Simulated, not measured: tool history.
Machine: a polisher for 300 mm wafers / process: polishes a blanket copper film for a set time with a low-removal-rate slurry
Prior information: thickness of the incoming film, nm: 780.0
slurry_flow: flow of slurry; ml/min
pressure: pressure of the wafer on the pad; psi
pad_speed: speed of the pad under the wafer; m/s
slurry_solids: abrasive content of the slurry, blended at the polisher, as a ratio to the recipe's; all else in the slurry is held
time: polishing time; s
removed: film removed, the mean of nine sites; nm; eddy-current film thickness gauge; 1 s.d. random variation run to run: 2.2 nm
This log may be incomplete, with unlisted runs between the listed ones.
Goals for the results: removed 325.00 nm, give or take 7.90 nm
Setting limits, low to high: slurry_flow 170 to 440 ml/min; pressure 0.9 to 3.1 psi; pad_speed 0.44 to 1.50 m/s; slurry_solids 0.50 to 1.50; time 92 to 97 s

run	day	slurry_flow	pressure	pad_speed	slurry_solids	time	removed
1	0.000	280	2.0	0.96	1.00	92	191.26
2	0.096	280	2.0	0.96	0.80	92	183.15
3	0.217	280	2.0	0.96	0.80	97	193.28
4	0.329	280	2.0	0.96	0.65	97	186.52
5	0.433	280	2.0	0.96	0.65	92	176.26
6	0.767	280	2.0	0.86	0.65	92	157.01
7	0.921	305	2.6	1.04	0.65	92	245.59
8	0.992	305	2.7	1.04	0.65	92	259.61
9	1.312	305	2.9	1.06	0.65	92	282.26

Next run, 4 choices. One meets every target within its allowed miss, the rest don't. Which?
A	1.633	410	3.1	1.02	0.65	95	?
B	1.633	255	2.5	0.94	0.95	93	?
C	1.633	315	3.0	1.10	0.60	94	?
D	1.633	255	3.1	1.10	0.75	96	?

move	removed
A	305.09
B	230.31
C	304.23
D	327.13
A: moves toward the targets from the last run without getting all of them in spec
B: its largest miss is bigger than the last run's
C: moves toward the targets from the last run without getting all of them in spec
D: each result inside its tolerance
Go with D: it meets all targets.
